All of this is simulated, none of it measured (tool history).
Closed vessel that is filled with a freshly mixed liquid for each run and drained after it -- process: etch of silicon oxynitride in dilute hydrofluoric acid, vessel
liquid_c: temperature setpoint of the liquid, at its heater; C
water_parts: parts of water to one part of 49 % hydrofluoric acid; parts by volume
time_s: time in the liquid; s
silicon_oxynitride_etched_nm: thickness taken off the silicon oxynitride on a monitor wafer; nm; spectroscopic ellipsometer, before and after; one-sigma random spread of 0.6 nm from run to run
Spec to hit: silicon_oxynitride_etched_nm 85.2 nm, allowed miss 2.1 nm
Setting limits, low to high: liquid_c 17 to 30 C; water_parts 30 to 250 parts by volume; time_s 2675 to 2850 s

{"run": 1, "hour": 0.0, "liquid_c": 22, "water_parts": 140, "time_s": 2675, "silicon_oxynitride_etched_nm": 50.726}
{"run": 2, "hour": 1.0, "liquid_c": 20, "water_parts": 140, "time_s": 2675, "silicon_oxynitride_etched_nm": 45.625}
{"run": 3, "hour": 6.1, "liquid_c": 20, "water_parts": 110, "time_s": 2675, "silicon_oxynitride_etched_nm": 59.638}
{"run": 4, "hour": 13.4, "liquid_c": 21.5, "water_parts": 110, "time_s": 2675, "silicon_oxynitride_etched_nm": 63.309}
{"run": 5, "hour": 21.2, "liquid_c": 20, "water_parts": 110, "time_s": 2675, "silicon_oxynitride_etched_nm": 60.164}
{"run": 6, "hour": 28.5, "liquid_c": 20, "water_parts": 150, "time_s": 2675, "silicon_oxynitride_etched_nm": 42.812}
{"run": 7, "hour": 30.4, "liquid_c": 22, "water_parts": 145, "time_s": 2675, "silicon_oxynitride_etched_nm": 47.749}
{"run": 8, "hour": 32.5, "liquid_c": 23.5, "water_parts": 140, "time_s": 2675, "silicon_oxynitride_etched_nm": 54.709}
{"run": 9, "hour": 36.2, "liquid_c": 25, "water_parts": 135, "time_s": 2675, "silicon_oxynitride_etched_nm": 61.06}
{"run": 10, "hour": 44.2, "liquid_c": 26, "water_parts": 130, "time_s": 2675, "silicon_oxynitride_etched_nm": 65.838}
{"hour": 52.8, "done": "hydrofluoric acid flow meter replaced"}
{"run": 11, "hour": 52.8, "liquid_c": 27, "water_parts": 130, "time_s": 2675, "silicon_oxynitride_etched_nm": 75.913}
{"run": 12, "hour": 54.0, "liquid_c": 27.5, "water_parts": 130, "time_s": 2675, "silicon_oxynitride_etched_nm": 76.616}
{"run": 13, "hour": 62.1, "liquid_c": 28, "water_parts": 130, "time_s": 2675, "silicon_oxynitride_etched_nm": 77.981}

Exercise: of the 4 proposed moves below, exactly one satisfies all targets within the stated allowed misses. Which move is it?
{"run": "A", "hour": 70.2, "liquid_c": 28.5, "water_parts": 140, "time_s": 2675, "silicon_oxynitride_etched_nm": "?"}
{"run": "B", "hour": 70.2, "liquid_c": 29, "water_parts": 130, "time_s": 2775, "silicon_oxynitride_etched_nm": "?"}
{"run": "C", "hour": 70.2, "liquid_c": 28.5, "water_parts": 120, "time_s": 2730, "silicon_oxynitride_etched_nm": "?"}
{"run": "D", "hour": 70.2, "liquid_c": 30, "water_parts": 150, "time_s": 2675, "silicon_oxynitride_etched_nm": "?"}

move=A silicon_oxynitride_etched_nm=73.227
move=B silicon_oxynitride_etched_nm=84.427
move=C silicon_oxynitride_etched_nm=88.838
move=D silicon_oxynitride_etched_nm=72.296
A: misses by more than the last run did
B: every result lands within tolerance
C: carries the result that was furthest off beyond its target, to the other side
D: misses by more than the last run did
B meets every target.
